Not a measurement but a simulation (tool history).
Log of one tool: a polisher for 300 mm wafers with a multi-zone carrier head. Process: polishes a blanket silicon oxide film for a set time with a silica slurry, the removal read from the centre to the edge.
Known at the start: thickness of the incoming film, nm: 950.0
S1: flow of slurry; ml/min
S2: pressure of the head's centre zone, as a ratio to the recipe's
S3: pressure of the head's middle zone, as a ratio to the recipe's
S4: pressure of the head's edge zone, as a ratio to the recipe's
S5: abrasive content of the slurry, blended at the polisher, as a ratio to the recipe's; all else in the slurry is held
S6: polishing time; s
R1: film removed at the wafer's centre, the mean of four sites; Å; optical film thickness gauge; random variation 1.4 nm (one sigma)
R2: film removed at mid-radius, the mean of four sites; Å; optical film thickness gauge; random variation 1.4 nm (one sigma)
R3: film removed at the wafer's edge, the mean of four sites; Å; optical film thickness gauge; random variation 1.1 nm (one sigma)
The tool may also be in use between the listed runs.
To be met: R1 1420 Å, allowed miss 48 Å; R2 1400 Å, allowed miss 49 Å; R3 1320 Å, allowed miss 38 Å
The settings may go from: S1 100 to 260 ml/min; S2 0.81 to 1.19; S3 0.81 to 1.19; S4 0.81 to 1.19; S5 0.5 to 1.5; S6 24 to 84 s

run,hour,S1,S2,S3,S4,S5,S6,R1,R2,R3
1,0,165,1,1,1,1,54,917.03,926.12,889.01
2,0.7,165,0.92,1,1,1,54,845.36,908.5,902.66
3,2.2,170,0.94,1.01,1.02,1.05,55,900.46,945.39,944.8
4,4.9,175,0.96,1.03,1.03,1.1,56,956.65,1020.7,980.87
5,11,180,0.98,1.03,1.04,1.15,57,994.79,1049.3,1023.5
6,13.4,180,0.98,1.03,1.09,1.15,57,1003.5,1047.5,1052.3
7,19.5,185,1,1.04,1.1,1.2,58,1073.3,1111.8,1099.8
8,25,190,1.02,1.05,1.11,1.25,58,1118.9,1130.6,1122.9
9,29.4,195,1.03,1.06,1.12,1.3,58,1153.9,1177.9,1134.9
10,30.5,200,1.04,1.06,1.13,1.35,59,1184.7,1214.4,1196.8
11,35.9,205,1.05,1.07,1.14,1.35,59,1217.8,1229.1,1209.7
12,38.9,210,1.06,1.08,1.14,1.35,59,1224.1,1233.7,1205.5
13,42.9,210,1.07,1.09,1.14,1.35,59,1230.3,1253.3,1201.3
14,47.3,215,1.08,1.09,1.14,1.35,59,1260.5,1251.3,1216.7

Which of these 5 next moves meets every target?
A,51.7,250,1.08,1.08,1.08,1.3,66,?,?,?
B,51.7,205,1.14,1.06,1.19,1.25,65,?,?,?
C,51.7,200,1.19,1.19,0.99,1.4,64,?,?,?
D,51.7,255,1.12,1.01,1.15,1.4,68,?,?,?
E,51.7,250,1.1,1.19,1.14,1.5,62,?,?,?

move,R1,R2,R3
A,1411,1385.1,1324.8
B,1403.9,1287.8,1325.2
C,1499.3,1454.2,1234.1
D,1552.1,1387.4,1451.4
E,1421.5,1487.7,1343.7
A: meets every target
B: brings the result that was furthest off to its target, and leaves another outside
C: takes the result that was furthest off past its target
D: takes the result that was furthest off past its target
E: brings the result that was furthest off to its target, and leaves another outside
Move A is the one to make.

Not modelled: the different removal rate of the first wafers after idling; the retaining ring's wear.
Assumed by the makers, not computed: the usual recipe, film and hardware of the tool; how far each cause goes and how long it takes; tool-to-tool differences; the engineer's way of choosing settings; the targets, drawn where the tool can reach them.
